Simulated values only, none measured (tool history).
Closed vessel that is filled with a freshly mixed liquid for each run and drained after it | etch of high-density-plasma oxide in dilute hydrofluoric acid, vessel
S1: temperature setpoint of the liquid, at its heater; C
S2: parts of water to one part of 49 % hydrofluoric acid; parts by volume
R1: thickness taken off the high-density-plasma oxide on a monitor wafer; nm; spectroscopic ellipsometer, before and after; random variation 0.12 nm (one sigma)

Run 1, hour 0: S1 25 C, S2 145 parts by volume, time in the liquid (s) 175. Result: R1 5.412 nm.
Run 2, hour 2.2: S1 25 C, S2 145 parts by volume, time in the liquid (s) 125. Result: R1 3.852 nm.
Run 3, hour 9.8: S1 22 C, S2 145 parts by volume, time in the liquid (s) 125. Result: R1 3.4393 nm.
Run 4, hour 12.5: S1 25 C, S2 145 parts by volume, time in the liquid (s) 125. Result: R1 3.8577 nm.
Run 5, hour 16.8: S1 25 C, S2 145 parts by volume, time in the liquid (s) 125. Result: R1 3.8398 nm.
Run 6, hour 22.7: S1 27 C, S2 115 parts by volume, time in the liquid (s) 125. Result: R1 5.4761 nm.
Run 7, hour 25.4: S1 31 C, S2 60 parts by volume, time in the liquid (s) 130. Result: R1 13.852 nm.
Run 8, hour 31.5: S1 30.5 C, S2 60 parts by volume, time in the liquid (s) 130. Result: R1 13.284 nm.

The next listed run, before its measurement:
Run 9, hour 34.1: S1 30 C, S2 60 parts by volume, time in the liquid (s) 130. Result: R1 ?.

{"run 9": {"R1": 13.201}}
